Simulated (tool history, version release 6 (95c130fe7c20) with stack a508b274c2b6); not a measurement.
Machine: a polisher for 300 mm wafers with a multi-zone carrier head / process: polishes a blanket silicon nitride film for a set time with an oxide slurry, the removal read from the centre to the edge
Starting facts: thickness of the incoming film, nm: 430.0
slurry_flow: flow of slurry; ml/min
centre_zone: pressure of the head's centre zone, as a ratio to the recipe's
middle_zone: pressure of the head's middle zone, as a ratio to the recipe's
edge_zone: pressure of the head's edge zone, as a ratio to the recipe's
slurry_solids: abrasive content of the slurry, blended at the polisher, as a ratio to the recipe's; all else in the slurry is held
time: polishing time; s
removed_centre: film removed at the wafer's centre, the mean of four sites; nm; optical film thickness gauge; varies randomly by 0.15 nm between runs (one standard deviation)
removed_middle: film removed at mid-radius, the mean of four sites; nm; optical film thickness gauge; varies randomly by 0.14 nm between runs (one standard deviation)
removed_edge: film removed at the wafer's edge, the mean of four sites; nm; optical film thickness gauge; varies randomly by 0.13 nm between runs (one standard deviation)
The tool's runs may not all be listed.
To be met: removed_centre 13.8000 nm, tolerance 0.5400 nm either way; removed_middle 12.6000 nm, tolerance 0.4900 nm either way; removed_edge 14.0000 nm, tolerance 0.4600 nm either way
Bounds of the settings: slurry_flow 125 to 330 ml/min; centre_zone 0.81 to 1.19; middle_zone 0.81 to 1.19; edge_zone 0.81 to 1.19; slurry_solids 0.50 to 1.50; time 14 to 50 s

run  hour  slurry_flow  centre_zone  middle_zone  edge_zone  slurry_solids  time  removed_centre  removed_middle  removed_edge
  1   0.0          210         1.00         1.00       1.00           1.00    32         26.0090         26.6130       27.6650
  2   8.0          210         1.00         1.00       1.04           1.00    32         25.7710         25.8630       27.9120
  3   9.2          210         1.00         0.99       1.03           0.95    30         23.6750         23.7590       25.6090
  4  15.5          210         0.91         0.99       1.03           0.95    30         21.4480         24.1210       25.7090
  5  22.4          210         0.91         0.99       1.08           0.95    30         21.3420         23.8320       26.4820
  6  26.7          210         0.91         0.99       1.05           0.95    30         21.8410         23.4480       25.6390
  7  27.3          205         0.91         0.97       1.03           0.90    29         19.6620         21.7970       23.4710
  8  32.2          200         0.93         0.95       1.02           0.85    29         19.7190         19.9070       22.3350
  9  41.1          180         0.90         0.92       0.92           0.60    23          9.8885         10.3400       11.2500
 10  43.3          195         0.91         0.92       0.93           0.60    23         10.0490         10.6800       11.2410
 11  48.4          190         0.93         0.93       0.95           0.60    23         10.3620         10.6480       11.4880
 12  50.1          200         0.95         0.93       0.97           0.60    23         10.5250         10.7030       11.6530
 13  58.1          200         0.97         0.94       0.99           0.60    23         10.9810         10.8990       11.6260
     65.5  -- edge zone pressure recalibrated
 14  65.5          205         0.98         0.94       1.01           0.60    23         10.8270         10.9400       11.5040

Which single option among these 4 for the next run brings every result within its allowed miss of target? Just one does.
  A  72.9          175         1.03         0.87       0.99           0.60    29               ?               ?             ?
  B  72.9          180         0.83         0.99       1.00           0.65    26               ?               ?             ?
  C  72.9          325         1.15         1.19       0.96           0.60    17               ?               ?             ?
  D  72.9          260         0.81         0.96       0.95           0.50    26               ?               ?             ?

move  removed_centre  removed_middle  removed_edge
   A         13.9380         12.6470       14.0950
   B         11.6400         13.8750       14.2510
   C          9.9125          9.9083        8.6377
   D          7.6962          9.1287        9.2091
A: in spec on every target
B: nearer than the last run, and not there yet
C: its largest miss is bigger than the last run's
D: its largest miss is bigger than the last run's
A is the move that brings every result within its allowed miss.
